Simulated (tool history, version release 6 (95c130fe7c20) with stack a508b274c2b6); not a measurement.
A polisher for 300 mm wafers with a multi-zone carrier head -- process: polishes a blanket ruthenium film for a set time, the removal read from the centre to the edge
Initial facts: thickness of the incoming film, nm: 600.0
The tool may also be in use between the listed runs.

run	hour	flow of slurry (ml/min)	pressure of the head's centre zone	pressure of the head's middle zone	pressure of the head's edge zone	polishing time (s)	film removed at the wafer's centre (Å)	film removed at mid-radius (Å)	film removed at the wafer's edge (Å)
1	0.0	310	1.00	1.00	1.00	86	1114.80	1097.30	1181.40
2	5.0	285	0.95	1.02	0.96	72	893.41	942.20	957.30
3	5.8	265	0.91	1.03	0.96	62	722.68	810.18	825.46
4	9.9	265	0.91	1.03	0.96	72	817.21	947.21	950.37
5	17.5	255	0.88	1.03	0.93	64	716.15	845.65	828.51
6	23.8	245	0.86	1.03	0.92	59	641.91	758.63	757.23
7	27.7	235	0.85	1.04	0.90	56	587.44	722.59	713.96
8	35.9	235	0.85	1.04	0.90	56	587.35	729.52	708.91
9	37.8	230	0.84	1.04	0.88	55	569.92	710.26	678.81
10	44.8	220	0.83	1.03	0.87	54	562.76	692.62	660.14

What does the tool deliver on the next run?
11	46.9	215	0.82	1.03	0.87	53	?	?	?

Run 11 produced film removed at the wafer's centre (Å) 538.57, film removed at mid-radius (Å) 674.40, film removed at the wafer's edge (Å) 648.08.
